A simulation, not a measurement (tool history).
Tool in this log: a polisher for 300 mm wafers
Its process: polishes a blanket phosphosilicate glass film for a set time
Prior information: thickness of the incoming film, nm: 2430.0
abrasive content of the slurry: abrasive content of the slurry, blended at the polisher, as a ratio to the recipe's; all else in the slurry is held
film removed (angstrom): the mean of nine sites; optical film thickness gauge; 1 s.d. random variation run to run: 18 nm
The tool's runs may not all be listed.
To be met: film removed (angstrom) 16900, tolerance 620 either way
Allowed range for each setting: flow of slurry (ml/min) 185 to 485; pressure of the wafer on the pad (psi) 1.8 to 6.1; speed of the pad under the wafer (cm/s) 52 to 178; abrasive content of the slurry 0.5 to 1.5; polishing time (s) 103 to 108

run	day	flow of slurry (ml/min)	pressure of the wafer on the pad (psi)	speed of the pad under the wafer (cm/s)	abrasive content of the slurry	polishing time (s)	film removed (angstrom)
1	0	310	3.9	114	1	103	14416
2	0.038	235	3.9	114	1	103	13997
3	0.125	235	3.9	114	0.9	103	13150
4	0.167	310	3.9	114	0.9	103	13407
5	0.412	310	4.5	114	0.9	103	15535
6	0.542	310	4.6	114	0.9	103	15361
7	0.579	310	4.7	114	0.9	103	15874
8	0.925	310	4.8	114	0.9	103	15883

Exercise: of the 4 proposed moves below, exactly one satisfies all targets within the stated allowed misses. Which move is it?
A	1.271	290	5.4	92	1	103	?
B	1.271	345	4	124	0.8	108	?
C	1.271	195	3.8	120	0.85	108	?
D	1.271	260	6	118	0.65	108	?

move	film removed (angstrom)
A	15811
B	14555
C	13605
D	16656
A: lands further from the targets than the last run did
B: lands further from the targets than the last run did
C: lands further from the targets than the last run did
D: in spec on every target
The move that meets every target is D.
